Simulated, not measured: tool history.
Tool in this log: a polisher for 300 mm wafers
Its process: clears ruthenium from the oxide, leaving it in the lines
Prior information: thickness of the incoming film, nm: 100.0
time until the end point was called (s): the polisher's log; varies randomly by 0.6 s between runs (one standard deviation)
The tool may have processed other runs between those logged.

run  hour  flow of slurry (ml/min)  pressure of the wafer on the pad (kPa)  speed of the pad under the wafer (cm/s)  overpolish time after the end point (s)  time until the end point was called (s)
  1     0                      210                                    17.9                                       96                                       16                                   52.624
  2   4.8                      210                                    19.3                                       96                                       16                                   50.857
  3  12.3                      210                                    19.3                                       96                                       12                                   52.625
  4  13.5                      210                                    19.3                                       76                                       12                                   60.984
     16.8  -- worn pad replaced by a new one
  5  16.8                      210                                    19.3                                       76                                       16                                   55.985
  6  24.7                      210                                    22.1                                       76                                       16                                   50.045
  7  30.6                      210                                    23.4                                       78                                       16                                   45.931
  8  35.5                      210                                    24.1                                       78                                       16                                   44.995

For run 9, what comes out?
  9  43.1                      210                                    24.8                                       78                                       16                                        ?

Run 9 measured time until the end point was called (s) 43.987.

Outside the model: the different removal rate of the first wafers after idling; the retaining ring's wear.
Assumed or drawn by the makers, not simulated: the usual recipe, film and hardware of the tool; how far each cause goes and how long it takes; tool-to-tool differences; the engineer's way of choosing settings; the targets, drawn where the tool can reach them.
